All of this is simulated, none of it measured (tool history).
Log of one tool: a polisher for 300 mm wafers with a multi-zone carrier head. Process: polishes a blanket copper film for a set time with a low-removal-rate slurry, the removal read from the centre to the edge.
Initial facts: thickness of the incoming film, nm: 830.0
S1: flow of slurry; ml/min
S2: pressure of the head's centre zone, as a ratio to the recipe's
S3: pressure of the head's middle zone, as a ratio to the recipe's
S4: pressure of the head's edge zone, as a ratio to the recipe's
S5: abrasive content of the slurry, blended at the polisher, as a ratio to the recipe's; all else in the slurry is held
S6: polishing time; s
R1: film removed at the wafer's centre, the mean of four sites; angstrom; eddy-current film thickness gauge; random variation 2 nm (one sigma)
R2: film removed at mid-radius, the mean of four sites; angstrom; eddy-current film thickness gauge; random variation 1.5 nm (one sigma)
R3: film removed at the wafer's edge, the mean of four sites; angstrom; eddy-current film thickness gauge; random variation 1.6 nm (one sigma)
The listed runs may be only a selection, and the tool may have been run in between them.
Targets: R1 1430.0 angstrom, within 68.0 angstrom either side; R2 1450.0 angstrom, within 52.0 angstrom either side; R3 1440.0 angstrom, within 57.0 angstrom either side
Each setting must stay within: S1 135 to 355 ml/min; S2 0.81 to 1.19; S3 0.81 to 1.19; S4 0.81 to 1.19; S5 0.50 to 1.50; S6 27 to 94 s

Run 1, hour 0.0: S1 225 ml/min, S2 1.00, S3 1.00, S4 1.00, S5 1.00, S6 60 s. Result: R1 1210.4 angstrom, R2 1227.9 angstrom, R3 1147.6 angstrom.
Run 2, hour 0.6: S1 225 ml/min, S2 1.00, S3 1.00, S4 1.07, S5 1.00, S6 60 s. Result: R1 1196.6 angstrom, R2 1240.0 angstrom, R3 1204.3 angstrom.
Run 3, hour 5.8: S1 225 ml/min, S2 1.00, S3 0.96, S4 1.07, S5 1.00, S6 60 s. Result: R1 1226.8 angstrom, R2 1203.1 angstrom, R3 1199.5 angstrom.
Run 4, hour 7.1: S1 235 ml/min, S2 1.02, S3 0.98, S4 1.10, S5 1.10, S6 61 s. Result: R1 1268.3 angstrom, R2 1253.5 angstrom, R3 1292.3 angstrom.
Run 5, hour 13.5: S1 270 ml/min, S2 1.02, S3 0.98, S4 1.10, S5 1.10, S6 61 s. Result: R1 1312.1 angstrom, R2 1253.3 angstrom, R3 1301.4 angstrom.
Run 6, hour 21.9: S1 215 ml/min, S2 1.02, S3 0.98, S4 1.10, S5 1.10, S6 61 s. Result: R1 1259.0 angstrom, R2 1229.3 angstrom, R3 1298.2 angstrom.
Run 7, hour 25.3: S1 230 ml/min, S2 1.04, S3 1.02, S4 1.09, S5 1.15, S6 62 s. Result: R1 1324.1 angstrom, R2 1319.8 angstrom, R3 1303.5 angstrom.
Run 8, hour 28.9: S1 235 ml/min, S2 1.05, S3 1.04, S4 1.11, S5 1.20, S6 62 s. Result: R1 1347.4 angstrom, R2 1346.7 angstrom, R3 1336.6 angstrom.
Run 9, hour 35.5: S1 240 ml/min, S2 1.06, S3 1.05, S4 1.12, S5 1.25, S6 62 s. Result: R1 1399.6 angstrom, R2 1387.9 angstrom, R3 1315.8 angstrom.

5 next moves are on the table. One of them brings every result within its allowed miss. Which?
Run A, hour 42.1: S1 215 ml/min, S2 1.01, S3 0.96, S4 1.19, S5 1.15, S6 67 s. Result: R1 ?, R2 ?, R3 ?.
Run B, hour 42.1: S1 230 ml/min, S2 1.10, S3 1.04, S4 1.03, S5 1.15, S6 62 s. Result: R1 ?, R2 ?, R3 ?.
Run C, hour 42.1: S1 210 ml/min, S2 0.98, S3 0.97, S4 1.03, S5 1.40, S6 69 s. Result: R1 ?, R2 ?, R3 ?.
Run D, hour 42.1: S1 275 ml/min, S2 1.11, S3 1.14, S4 1.02, S5 1.30, S6 57 s. Result: R1 ?, R2 ?, R3 ?.
Run E, hour 42.1: S1 285 ml/min, S2 1.14, S3 1.19, S4 0.93, S5 1.25, S6 59 s. Result: R1 ?, R2 ?, R3 ?.

move      R1      R2      R3
   A  1398.4  1347.9  1437.7
   B  1414.5  1339.9  1243.1
   C  1442.5  1442.1  1418.3
   D  1369.7  1381.0  1177.2
   E  1450.2  1476.0  1160.9
A: corrects the largest miss of the last run, while another result sits out of spec
B: its largest miss is bigger than the last run's
C: each result inside its tolerance
D: its largest miss is bigger than the last run's
E: its largest miss is bigger than the last run's
Move C is the one to make.
